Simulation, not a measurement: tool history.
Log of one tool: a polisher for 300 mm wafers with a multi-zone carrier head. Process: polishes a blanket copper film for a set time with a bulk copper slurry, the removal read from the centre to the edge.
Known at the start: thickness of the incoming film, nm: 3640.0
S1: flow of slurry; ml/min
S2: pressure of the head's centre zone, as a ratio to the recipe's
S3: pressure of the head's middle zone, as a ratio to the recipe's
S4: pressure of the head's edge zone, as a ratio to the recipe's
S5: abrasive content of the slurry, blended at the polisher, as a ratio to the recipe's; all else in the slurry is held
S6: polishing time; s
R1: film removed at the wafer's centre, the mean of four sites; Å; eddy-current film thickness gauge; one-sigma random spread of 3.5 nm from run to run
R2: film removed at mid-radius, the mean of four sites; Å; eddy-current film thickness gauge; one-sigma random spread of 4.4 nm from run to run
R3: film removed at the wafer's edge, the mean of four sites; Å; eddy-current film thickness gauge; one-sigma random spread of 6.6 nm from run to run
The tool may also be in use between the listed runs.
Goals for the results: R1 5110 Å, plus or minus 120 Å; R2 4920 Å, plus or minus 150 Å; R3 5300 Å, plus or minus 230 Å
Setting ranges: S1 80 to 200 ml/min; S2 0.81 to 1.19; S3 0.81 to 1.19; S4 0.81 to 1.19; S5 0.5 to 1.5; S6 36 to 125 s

run  hour   S1    S2    S3    S4    S5  S6      R1      R2      R3
  1     0  130     1     1     1     1  80    7555  7572.4  7523.5
  2   4.6  130     1     1     1   0.9  80  7384.4    7377  7395.6
  3  11.8  130     1     1     1   0.9  72  6657.3  6661.9  6635.4
  4  15.9  130     1  0.94     1   0.9  72  6649.8    6362  6643.9
  5  20.5  130     1  0.94     1   0.9  84  7723.7  7291.4  7818.8
  6  25.4  130     1  0.94  1.08   0.9  84  7727.6  7365.8  8315.8
  7  34.2  125  0.98  0.92  1.03   0.8  81  7193.5    6677  7418.2
  8  38.4  125  0.98  0.92  1.03   0.8  81  7151.6  6804.4  7537.7
  9  44.3  120  0.96   0.9  0.99  0.75  78  6576.3  6371.9  6899.6
 10  47.7  115  0.95  0.88  0.97   0.7  76  6122.9  5916.4  6516.2
 11  51.5  110  0.95  0.87  0.94  0.65  75  5887.9    5666  6189.4
 12  56.6  105  0.95  0.86  0.92   0.6  75  5709.7  5405.3  6126.7
 13  57.7  115  0.96   0.9  0.82   0.5  65  4992.2  4902.1  4849.2

Of the 4 settings listed for the next run, only one would bring every result within its allowed miss of target. Which one?
  A  58.8  130  0.95  0.91  0.81   0.5  62   ?   ?   ?
  B  58.8   95     1  0.94  0.98  0.65  64   ?   ?   ?
  C  58.8  145  1.06  1.06  0.81  0.65  53   ?   ?   ?
  D  58.8  115  0.98  0.96  0.84   0.5  63   ?   ?   ?

move      R1      R2      R3
   A  4823.1  4823.8  4839.5
   B  5060.4  4985.4  5431.6
   C  4944.9  5013.6  4390.3
   D  4911.3    4993  4903.6
A: the biggest miss grows against the last run
B: all results land within tolerance of their targets
C: the biggest miss grows against the last run
D: gains on the last run, yet a result remains outside its allowed miss
Go with B: it meets all targets.
